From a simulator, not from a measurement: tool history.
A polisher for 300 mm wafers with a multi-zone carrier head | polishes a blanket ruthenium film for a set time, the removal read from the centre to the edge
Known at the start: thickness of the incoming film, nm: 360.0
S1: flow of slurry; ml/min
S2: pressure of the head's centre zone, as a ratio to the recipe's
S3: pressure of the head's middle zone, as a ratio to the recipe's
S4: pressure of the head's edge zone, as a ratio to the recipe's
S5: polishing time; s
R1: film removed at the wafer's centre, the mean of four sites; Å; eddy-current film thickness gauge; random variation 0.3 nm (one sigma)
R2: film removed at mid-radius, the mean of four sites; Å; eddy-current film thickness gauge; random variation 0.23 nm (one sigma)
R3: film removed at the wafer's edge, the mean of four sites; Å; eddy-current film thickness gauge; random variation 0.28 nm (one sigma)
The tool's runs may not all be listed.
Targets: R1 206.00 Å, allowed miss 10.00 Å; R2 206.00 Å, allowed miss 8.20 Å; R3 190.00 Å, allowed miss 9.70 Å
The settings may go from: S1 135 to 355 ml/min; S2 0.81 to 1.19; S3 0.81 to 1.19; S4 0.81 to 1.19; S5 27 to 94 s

| run | hour | S1 | S2 | S3 | S4 | S5 | R1 | R2 | R3 |
|---|---|---|---|---|---|---|---|---|---|
| 1 | 0.0 | 225 | 1.00 | 1.00 | 1.00 | 60 | 342.74 | 342.60 | 332.10 |
| 2 | 8.7 | 225 | 1.00 | 0.94 | 1.00 | 60 | 340.29 | 331.23 | 332.52 |
| 3 | 14.1 | 225 | 1.00 | 0.94 | 1.00 | 54 | 305.06 | 293.97 | 307.41 |
| 4 | 21.0 | 225 | 0.96 | 0.94 | 1.00 | 54 | 293.30 | 298.72 | 302.10 |
| 5 | 29.9 | 270 | 0.96 | 0.94 | 1.00 | 54 | 297.94 | 301.84 | 309.65 |
| 6 | 35.1 | 270 | 1.04 | 0.94 | 1.00 | 54 | 323.60 | 306.83 | 309.51 |
| 7 | 37.8 | 265 | 1.04 | 0.96 | 0.95 | 45 | 270.46 | 259.81 | 242.29 |
| 8 | 38.7 | 260 | 1.01 | 0.93 | 0.91 | 42 | 245.76 | 231.60 | 229.08 |
| 9 | 39.3 | 245 | 1.00 | 1.00 | 0.84 | 31 | 177.75 | 178.74 | 162.61 |
| 10 | 47.0 | 260 | 1.01 | 1.00 | 0.88 | 31 | 182.20 | 180.71 | 162.49 |
| 11 | 50.1 | 235 | 0.99 | 0.98 | 0.88 | 42 | 232.99 | 237.17 | 226.38 |
| 12 | 56.7 | 235 | 1.00 | 0.99 | 0.91 | 40 | 229.00 | 228.79 | 209.33 |
| 13 | 58.4 | 235 | 1.00 | 0.99 | 0.91 | 38 | 216.64 | 213.84 | 203.85 |

Which of these 4 next moves meets every target?
| A | 60.1 | 240 | 1.01 | 0.99 | 0.89 | 36 | ? | ? | ? |
| B | 60.1 | 150 | 0.81 | 1.00 | 0.96 | 41 | ? | ? | ? |
| C | 60.1 | 215 | 0.99 | 0.87 | 0.84 | 37 | ? | ? | ? |
| D | 60.1 | 180 | 0.96 | 0.93 | 0.95 | 39 | ? | ? | ? |

| move | R1 | R2 | R3 |
|---|---|---|---|
| A | 205.68 | 208.12 | 192.94 |
| B | 181.73 | 224.58 | 217.51 |
| C | 204.80 | 194.17 | 191.64 |
| D | 205.12 | 208.90 | 210.02 |
A: meets every target
B: further off than the last run
C: brings the result that was furthest off to its target, and leaves another outside
D: further off than the last run
The right move is A.
